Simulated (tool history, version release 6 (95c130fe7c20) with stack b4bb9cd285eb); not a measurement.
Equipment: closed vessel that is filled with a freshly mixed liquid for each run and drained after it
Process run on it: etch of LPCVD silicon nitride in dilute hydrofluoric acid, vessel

run  hour  temperature setpoint of the liquid (°C)  parts of water to one part of 49 % hydrofluoric acid (parts by volume)  time in the liquid (s)  thickness taken off the LPCVD silicon nitride on a monitor wafer (Å)
  1   0.0                                     25.0                                                                     235                    2895                                                                67.292
  2   3.3                                     26.5                                                                     225                    2895                                                                77.822
  3   5.6                                     28.5                                                                     225                    2895                                                                88.575
  4  12.7                                     28.5                                                                     225                    2895                                                                86.732
  5  20.7                                     31.5                                                                     225                    2895                                                               104.270
  6  28.7                                     30.5                                                                     225                    2895                                                                98.645
  7  35.6                                     31.0                                                                     220                    2895                                                               102.190
  8  43.1                                     31.5                                                                     215                    2895                                                               108.430
  9  51.9                                     31.5                                                                     210                    2895                                                               110.830

Run 10 is up next; what results do you expect?
 10  55.8                                     31.5                                                                     205                    2895                                                                     ?

Run 10 measured thickness taken off the LPCVD silicon nitride on a monitor wafer (Å) 115.600.

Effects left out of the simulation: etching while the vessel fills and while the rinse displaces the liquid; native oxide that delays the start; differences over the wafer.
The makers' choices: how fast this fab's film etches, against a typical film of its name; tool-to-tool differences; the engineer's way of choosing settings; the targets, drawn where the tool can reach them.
